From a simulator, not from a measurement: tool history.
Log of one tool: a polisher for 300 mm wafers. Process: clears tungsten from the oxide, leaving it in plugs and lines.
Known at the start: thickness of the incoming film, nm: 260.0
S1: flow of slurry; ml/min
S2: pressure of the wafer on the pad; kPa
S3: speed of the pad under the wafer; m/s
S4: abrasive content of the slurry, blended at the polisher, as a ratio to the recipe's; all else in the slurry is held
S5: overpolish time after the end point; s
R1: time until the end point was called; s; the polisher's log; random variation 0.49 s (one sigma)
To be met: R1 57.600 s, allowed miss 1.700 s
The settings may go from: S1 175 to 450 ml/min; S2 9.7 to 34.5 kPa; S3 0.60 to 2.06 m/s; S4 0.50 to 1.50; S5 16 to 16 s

{"run": 1, "hour": 0.0, "S1": 290, "S2": 22.1, "S3": 1.32, "S4": 1.0, "S5": 16, "R1": 49.211}
{"run": 2, "hour": 3.7, "S1": 290, "S2": 21.4, "S3": 1.32, "S4": 1.0, "S5": 16, "R1": 50.699}
{"run": 3, "hour": 6.5, "S1": 290, "S2": 21.4, "S3": 1.32, "S4": 1.2, "S5": 16, "R1": 48.536}
{"run": 4, "hour": 9.0, "S1": 290, "S2": 20.7, "S3": 1.32, "S4": 1.2, "S5": 16, "R1": 49.827}
{"run": 5, "hour": 12.9, "S1": 290, "S2": 20.0, "S3": 1.32, "S4": 1.2, "S5": 16, "R1": 50.977}
{"run": 6, "hour": 17.0, "S1": 345, "S2": 20.0, "S3": 1.32, "S4": 1.2, "S5": 16, "R1": 49.378}
{"run": 7, "hour": 18.1, "S1": 330, "S2": 19.3, "S3": 1.32, "S4": 1.2, "S5": 16, "R1": 51.64}
{"run": 8, "hour": 19.8, "S1": 320, "S2": 18.6, "S3": 1.32, "S4": 1.2, "S5": 16, "R1": 52.703}
{"run": 9, "hour": 25.9, "S1": 310, "S2": 17.9, "S3": 1.32, "S4": 1.2, "S5": 16, "R1": 55.389}
{"run": 10, "hour": 27.4, "S1": 305, "S2": 17.9, "S3": 1.32, "S4": 1.2, "S5": 16, "R1": 55.135}
{"run": 11, "hour": 28.2, "S1": 300, "S2": 17.9, "S3": 1.32, "S4": 1.2, "S5": 16, "R1": 55.429}

4 next moves are on the table. One of them brings every result within its allowed miss. Which?
{"run": "A", "hour": 29.0, "S1": 225, "S2": 17.9, "S3": 1.2, "S4": 1.2, "S5": 16, "R1": "?"}
{"run": "B", "hour": 29.0, "S1": 305, "S2": 15.9, "S3": 1.2, "S4": 1.3, "S5": 16, "R1": "?"}
{"run": "C", "hour": 29.0, "S1": 380, "S2": 21.4, "S3": 0.98, "S4": 1.25, "S5": 16, "R1": "?"}
{"run": "D", "hour": 29.0, "S1": 320, "S2": 13.1, "S3": 1.48, "S4": 1.25, "S5": 16, "R1": "?"}

move=A R1=60.729
move=B R1=62.434
move=C R1=57.437
move=D R1=61.281
A: takes the result that was furthest off past its target
B: takes the result that was furthest off past its target
C: meets every target
D: takes the result that was furthest off past its target
Answer: C
